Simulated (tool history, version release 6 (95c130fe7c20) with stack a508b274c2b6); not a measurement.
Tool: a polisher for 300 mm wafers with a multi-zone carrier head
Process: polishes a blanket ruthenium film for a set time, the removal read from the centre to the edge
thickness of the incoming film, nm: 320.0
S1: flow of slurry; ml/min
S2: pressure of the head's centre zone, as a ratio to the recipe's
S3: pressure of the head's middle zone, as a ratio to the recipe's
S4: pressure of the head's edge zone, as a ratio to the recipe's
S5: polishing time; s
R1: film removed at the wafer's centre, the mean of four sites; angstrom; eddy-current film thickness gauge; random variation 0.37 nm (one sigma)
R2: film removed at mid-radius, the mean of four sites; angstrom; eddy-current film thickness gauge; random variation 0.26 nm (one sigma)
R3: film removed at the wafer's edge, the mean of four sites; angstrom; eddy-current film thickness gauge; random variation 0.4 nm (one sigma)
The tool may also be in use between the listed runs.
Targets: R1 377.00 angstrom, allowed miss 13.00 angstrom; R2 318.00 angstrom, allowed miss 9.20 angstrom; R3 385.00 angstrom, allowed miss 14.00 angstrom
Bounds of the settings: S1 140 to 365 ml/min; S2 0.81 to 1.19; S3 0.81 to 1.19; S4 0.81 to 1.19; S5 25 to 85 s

run  hour   S1    S2    S3    S4  S5      R1      R2      R3
  1   0.0  235  1.00  1.00  1.00  55  653.22  632.93  617.78
  2   8.1  225  0.99  0.96  1.01  50  586.23  562.37  574.63
  3   8.8  270  0.99  0.96  1.01  50  600.12  566.28  562.58
  4  17.1  260  0.99  0.93  1.02  45  533.20  498.31  510.31
  5  19.1  290  0.99  0.93  1.02  45  540.26  504.01  519.79
  6  26.7  290  1.03  0.93  1.02  45  565.03  501.51  518.24
  7  31.3  285  1.03  0.91  1.04  42  517.93  460.65  493.65
     37.6  -- edge zone pressure recalibrated
  8  37.6  280  1.03  0.89  1.05  39  485.14  415.00  471.71

5 next moves are on the table. One of them brings every result within its allowed miss. Which?
  A  43.9  345  1.01  0.84  1.14  30   ?   ?   ?
  B  43.9  340  1.08  1.10  0.90  45   ?   ?   ?
  C  43.9  330  1.09  1.05  0.81  48   ?   ?   ?
  D  43.9  365  1.16  0.93  0.85  31   ?   ?   ?
  E  43.9  345  1.10  1.01  0.87  49   ?   ?   ?

move      R1      R2      R3
   A  374.22  319.35  380.69
   B  600.71  588.08  519.81
   C  644.67  603.24  534.06
   D  447.10  357.68  353.39
   E  666.84  599.71  560.51
A: meets every target
B: further off than the last run
C: further off than the last run
D: nearer than the last run, and not there yet
E: further off than the last run
Answer: A
